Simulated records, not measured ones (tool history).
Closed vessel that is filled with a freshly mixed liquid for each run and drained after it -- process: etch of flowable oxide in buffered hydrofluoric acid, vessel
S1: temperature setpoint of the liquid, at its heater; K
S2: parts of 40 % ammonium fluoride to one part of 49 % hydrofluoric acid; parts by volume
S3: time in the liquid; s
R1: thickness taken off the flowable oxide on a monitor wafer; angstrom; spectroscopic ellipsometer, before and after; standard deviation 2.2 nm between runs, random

run  hour      S1   S2  S3      R1
  1     0  296.15    9  30  1046.9
  2   0.9  297.65  8.5  30  1214.6
  3   1.9  297.65  8.5  30  1208.1
  4   8.7  297.65  8.5  30  1226.3
  5  13.5  299.15    8  30  1421.1
  6  15.1  299.15    8  30  1398.1
  7  19.2  300.15  7.5  30  1608.6

Run 8 comes next. What will it give?
  8  21.8  301.15  7.5  30   ?

R1: 1686 angstrom

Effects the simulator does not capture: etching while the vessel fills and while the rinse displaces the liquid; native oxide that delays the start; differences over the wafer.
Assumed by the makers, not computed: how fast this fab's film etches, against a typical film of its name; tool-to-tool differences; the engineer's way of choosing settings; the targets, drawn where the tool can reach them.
